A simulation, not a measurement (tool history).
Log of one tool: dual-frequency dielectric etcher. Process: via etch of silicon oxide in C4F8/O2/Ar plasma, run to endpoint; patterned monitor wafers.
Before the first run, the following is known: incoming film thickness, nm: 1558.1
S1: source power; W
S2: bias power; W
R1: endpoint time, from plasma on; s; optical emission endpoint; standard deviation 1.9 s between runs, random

run  hour    S1    S2      R1
  1     0  1550  1610  367.17
  2   6.2  1550  1459  376.92
  3   7.5  1370  1459  396.02
  4  11.6  1330  1445  406.14
  5  18.7  1440  1445  389.79
  6  26.2  1720  1445  361.05
  7    31  1640  1417  371.73
  8  38.9  1580  1394  378.06
  9  40.6  1520  1374  387.32
 10  47.7  1480  1358  393.34
     52.9  -- wet clean of the chamber
 11  52.9  1480  1358  404.23
 12  58.7  1460  1353  402.26
 13  66.9  1430  1347  405.21
 14    75  1410  1341     409

Run 15 comes next. What will it give?
 15  77.1  1390  1336   ?

For run 15 the tool returned R1 415.52 s.
